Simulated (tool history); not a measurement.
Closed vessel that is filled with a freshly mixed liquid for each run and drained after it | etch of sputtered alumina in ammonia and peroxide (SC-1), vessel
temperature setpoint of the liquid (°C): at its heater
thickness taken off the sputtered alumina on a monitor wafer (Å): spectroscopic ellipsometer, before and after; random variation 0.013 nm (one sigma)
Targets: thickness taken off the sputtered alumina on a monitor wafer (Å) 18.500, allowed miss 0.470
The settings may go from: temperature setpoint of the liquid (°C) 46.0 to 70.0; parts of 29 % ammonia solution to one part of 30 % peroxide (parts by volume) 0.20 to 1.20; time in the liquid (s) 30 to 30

run	day	temperature setpoint of the liquid (°C)	parts of 29 % ammonia solution to one part of 30 % peroxide (parts by volume)	time in the liquid (s)	thickness taken off the sputtered alumina on a monitor wafer (Å)
1	0.000	62.0	0.85	30	31.514
2	0.200	59.0	0.85	30	27.161
3	0.362	57.5	0.85	30	24.906
4	0.612	56.5	0.85	30	23.781
5	0.879	55.5	0.85	30	22.455
6	1.050	60.5	0.85	30	29.283
7	1.250	58.5	0.85	30	26.126
8	1.525	57.0	0.85	30	24.350
9	1.738	57.0	0.85	30	24.328
10	1.929	56.0	0.85	30	23.130
11	2.012	55.0	0.85	30	21.471

5 next moves are on the table. One of them brings every result within its allowed miss. Which?
A	2.096	59.0	0.95	30	?
B	2.096	51.0	0.95	30	?
C	2.096	56.5	0.95	30	?
D	2.096	58.5	0.90	30	?
E	2.096	52.0	0.85	30	?

move	thickness taken off the sputtered alumina on a monitor wafer (Å)
A	27.197
B	17.781
C	23.874
D	26.366
E	18.577
A: further off than the last run
B: takes the result that was furthest off past its target
C: further off than the last run
D: further off than the last run
E: meets every target
Answer: E

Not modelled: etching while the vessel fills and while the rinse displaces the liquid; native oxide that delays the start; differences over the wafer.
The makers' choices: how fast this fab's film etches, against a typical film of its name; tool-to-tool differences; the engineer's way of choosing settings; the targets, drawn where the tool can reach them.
